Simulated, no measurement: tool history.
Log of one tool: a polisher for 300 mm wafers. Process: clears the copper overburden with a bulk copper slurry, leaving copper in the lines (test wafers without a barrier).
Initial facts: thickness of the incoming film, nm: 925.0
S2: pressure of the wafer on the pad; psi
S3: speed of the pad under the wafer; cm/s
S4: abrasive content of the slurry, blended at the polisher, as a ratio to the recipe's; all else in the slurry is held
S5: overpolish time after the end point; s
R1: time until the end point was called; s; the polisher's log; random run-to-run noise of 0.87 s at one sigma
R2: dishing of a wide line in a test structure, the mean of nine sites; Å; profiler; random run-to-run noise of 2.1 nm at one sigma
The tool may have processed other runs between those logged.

Run 1, hour 0.0: flow of slurry (ml/min) 165, S2 3.0 psi, S3 120 cm/s, S4 1.0, S5 23 s. Result: R1 90.001 s, R2 1030.10 Å.
Run 2, hour 8.3: flow of slurry (ml/min) 165, S2 3.1 psi, S3 120 cm/s, S4 1.0, S5 21 s. Result: R1 91.989 s, R2 985.89 Å.
Run 3, hour 10.6: flow of slurry (ml/min) 165, S2 3.3 psi, S3 122 cm/s, S4 1.0, S5 19 s. Result: R1 85.838 s, R2 1006.90 Å.
Run 4, hour 13.4: flow of slurry (ml/min) 170, S2 3.5 psi, S3 124 cm/s, S4 1.0, S5 17 s. Result: R1 79.200 s, R2 1023.50 Å.
Run 5, hour 18.6: flow of slurry (ml/min) 170, S2 3.1 psi, S3 124 cm/s, S4 1.0, S5 17 s. Result: R1 84.868 s, R2 888.88 Å.
Run 6, hour 21.3: flow of slurry (ml/min) 170, S2 3.1 psi, S3 124 cm/s, S4 1.0, S5 27 s. Result: R1 85.468 s, R2 1157.20 Å.

Run 7 has not been measured yet. What should we expect?
Run 7, hour 22.4: flow of slurry (ml/min) 170, S2 3.1 psi, S3 124 cm/s, S4 1.0, S5 27 s. Result: R1 ?, R2 ?.

{"run 7": {"R1": 85.917, "R2": 1145.6}}

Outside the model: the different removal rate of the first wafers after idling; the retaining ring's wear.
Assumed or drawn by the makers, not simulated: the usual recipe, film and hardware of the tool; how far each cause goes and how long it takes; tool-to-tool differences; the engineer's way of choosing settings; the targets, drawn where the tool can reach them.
